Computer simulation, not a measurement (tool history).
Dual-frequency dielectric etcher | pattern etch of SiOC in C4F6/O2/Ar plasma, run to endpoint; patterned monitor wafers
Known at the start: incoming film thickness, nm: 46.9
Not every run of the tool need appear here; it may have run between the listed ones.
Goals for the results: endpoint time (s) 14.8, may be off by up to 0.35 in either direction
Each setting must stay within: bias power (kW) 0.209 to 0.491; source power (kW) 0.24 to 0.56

| run | day | bias power (kW) | source power (kW) | endpoint time (s) |
|---|---|---|---|---|
| 1 | 0 | 0.35 | 0.4 | 16.544 |
| 2 | 0.083 | 0.35 | 0.43 | 16.029 |
| 3 | 0.171 | 0.401 | 0.43 | 15.159 |
| 4 | 0.212 | 0.374 | 0.43 | 15.747 |
| 5 | 0.25 | 0.321 | 0.43 | 16.764 |
| 6 | 0.296 | 0.321 | 0.4 | 17.056 |
| 7 | 0.483 | 0.335 | 0.4 | 17.014 |
| 8 | 0.738 | 0.348 | 0.4 | 16.468 |
| 9 | 1.104 | 0.358 | 0.4 | 16.388 |
| 10 | 1.321 | 0.368 | 0.4 | 16.104 |
| 11 | 1.675 | 0.376 | 0.4 | 15.906 |
| 12 | 1.954 | 0.382 | 0.4 | 15.732 |

Pick the move, out of 5, that brings all results within their allowed miss; only one does.
| A | 2.233 | 0.341 | 0.38 | ? |
| B | 2.233 | 0.283 | 0.45 | ? |
| C | 2.233 | 0.316 | 0.39 | ? |
| D | 2.233 | 0.373 | 0.37 | ? |
| E | 2.233 | 0.41 | 0.44 | ? |

| move | endpoint time (s) |
|---|---|
| A | 16.792 |
| B | 17.389 |
| C | 17.257 |
| D | 16.243 |
| E | 14.785 |
A: its largest miss is bigger than the last run's
B: its largest miss is bigger than the last run's
C: its largest miss is bigger than the last run's
D: its largest miss is bigger than the last run's
E: in spec on every target
Go with E: it meets all targets.
